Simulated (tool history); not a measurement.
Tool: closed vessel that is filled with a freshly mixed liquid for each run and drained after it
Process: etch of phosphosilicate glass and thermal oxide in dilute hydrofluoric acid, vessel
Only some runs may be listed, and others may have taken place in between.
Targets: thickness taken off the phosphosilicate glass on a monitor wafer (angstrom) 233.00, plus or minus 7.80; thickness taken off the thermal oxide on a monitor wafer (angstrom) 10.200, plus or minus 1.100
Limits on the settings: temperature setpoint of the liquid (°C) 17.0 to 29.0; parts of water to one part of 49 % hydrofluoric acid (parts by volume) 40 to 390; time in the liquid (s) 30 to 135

run    day  temperature setpoint of the liquid (°C)  parts of water to one part of 49 % hydrofluoric acid (parts by volume)  time in the liquid (s)  thickness taken off the phosphosilicate glass on a monitor wafer (angstrom)  thickness taken off the thermal oxide on a monitor wafer (angstrom)
  1  0.000                                     21.0                                                                     215                      70                                                                       280.34                                                               11.835
  2  0.092                                     24.0                                                                     215                      70                                                                       311.92                                                               14.591
  3  0.229                                     23.0                                                                     225                      70                                                                       283.61                                                               11.835
  4  0.588                                     23.0                                                                     230                      70                                                                       274.10                                                               12.854
  5  0.950                                     22.0                                                                     235                      70                                                                       257.37                                                               11.983
  6  1.200                                     22.0                                                                     235                      80                                                                       296.26                                                               13.131
  7  1.338                                     21.0                                                                     245                      80                                                                       272.35                                                               11.898
  8  1.612                                     20.5                                                                     250                      80                                                                       256.50                                                               11.944

4 next moves are on the table. One of them brings every result within its allowed miss. Which?
  A  1.888                                     23.0                                                                     330                     100                                                                            ?                                                                    ?
  B  1.888                                     22.0                                                                     235                      80                                                                            ?                                                                    ?
  C  1.888                                     29.0                                                                     345                      80                                                                            ?                                                                    ?
  D  1.888                                     21.5                                                                     265                      85                                                                            ?                                                                    ?

move  thickness taken off the phosphosilicate glass on a monitor wafer (angstrom)  thickness taken off the thermal oxide on a monitor wafer (angstrom)
   A                                                                       250.45                                                               10.980
   B                                                                       297.34                                                               13.036
   C                                                                       230.37                                                               10.100
   D                                                                       267.16                                                               11.712
A: moves toward the targets from the last run without getting all of them in spec
B: misses by more than the last run did
C: all results land within tolerance of their targets
D: misses by more than the last run did
The move that meets every target is C.
